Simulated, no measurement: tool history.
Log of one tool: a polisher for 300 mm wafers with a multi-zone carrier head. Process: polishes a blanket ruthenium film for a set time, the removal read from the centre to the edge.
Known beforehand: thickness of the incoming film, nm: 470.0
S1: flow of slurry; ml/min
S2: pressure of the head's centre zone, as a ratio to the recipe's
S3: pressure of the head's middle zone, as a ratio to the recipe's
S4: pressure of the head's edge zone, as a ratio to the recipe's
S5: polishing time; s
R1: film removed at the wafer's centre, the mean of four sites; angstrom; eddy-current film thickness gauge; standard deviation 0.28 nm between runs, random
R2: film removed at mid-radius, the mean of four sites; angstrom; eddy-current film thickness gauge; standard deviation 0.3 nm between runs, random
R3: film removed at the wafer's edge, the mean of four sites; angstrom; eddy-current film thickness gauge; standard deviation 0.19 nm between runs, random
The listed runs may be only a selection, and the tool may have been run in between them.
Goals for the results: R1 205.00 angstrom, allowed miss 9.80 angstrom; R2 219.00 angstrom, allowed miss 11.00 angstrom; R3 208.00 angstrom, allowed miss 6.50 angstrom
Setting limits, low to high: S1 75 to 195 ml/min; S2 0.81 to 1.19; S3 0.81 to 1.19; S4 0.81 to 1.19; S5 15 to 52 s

run	day	S1	S2	S3	S4	S5	R1	R2	R3
1	0.000	125	1.00	1.00	1.00	33	379.88	407.34	384.57
2	0.188	125	1.00	1.08	1.00	33	378.74	418.46	382.13
3	0.358	125	1.00	1.08	1.08	33	378.00	427.79	393.02
4	0.562	120	1.00	1.07	1.06	30	348.82	385.98	349.55
5	0.762	115	0.99	1.04	1.06	28	317.28	340.25	325.14
6	0.821	115	0.99	1.04	1.09	28	315.10	341.04	331.95
7	1.088	110	0.98	1.04	1.07	26	286.72	313.12	303.70
8	1.279	110	0.98	1.04	1.05	25	276.45	302.97	288.37
9	1.325	105	0.98	1.03	1.03	24	260.88	282.29	269.55
10	1.675	100	0.98	1.02	1.01	24	249.03	279.26	270.35
11	1.733	100	0.98	1.02	1.00	23	245.57	268.18	253.93
12	1.804	100	0.98	1.01	0.98	23	247.24	263.07	258.48
13	1.958	100	0.98	1.02	0.97	22	236.00	254.14	242.43
14	2.171	100	0.98	1.02	0.95	22	229.68	252.95	238.43
15	2.525	100	0.98	1.01	0.93	22	232.73	254.09	240.30
16	2.604	100	0.98	1.01	0.92	22	236.65	249.08	237.31
17	2.833	95	0.98	1.01	0.91	22	229.32	246.82	235.40
18	3.133	90	0.98	0.99	0.85	18	184.49	189.64	184.29
19	3.396	95	0.97	0.99	0.86	18	183.48	199.48	185.91

Below are 5 possible settings for the next run. Only one of them brings all results inside the allowed miss of their targets. Which is it?
A	3.658	90	1.10	0.96	0.83	16	?	?	?
B	3.658	95	0.96	0.96	0.85	20	?	?	?
C	3.658	75	1.01	0.81	0.99	20	?	?	?
D	3.658	100	1.01	1.03	0.85	18	?	?	?
E	3.658	75	0.81	0.88	0.91	21	?	?	?

move	R1	R2	R3
A	183.20	169.90	160.62
B	203.49	216.07	204.72
C	195.28	177.86	206.09
D	196.17	207.38	185.97
E	164.20	197.64	209.43
A: further off than the last run
B: all results land within tolerance of their targets
C: brings the last run's worst result on target, with another outside its allowed miss
D: about the same distance from the targets as the last run
E: brings the last run's worst result on target, with another outside its allowed miss
B meets every target.

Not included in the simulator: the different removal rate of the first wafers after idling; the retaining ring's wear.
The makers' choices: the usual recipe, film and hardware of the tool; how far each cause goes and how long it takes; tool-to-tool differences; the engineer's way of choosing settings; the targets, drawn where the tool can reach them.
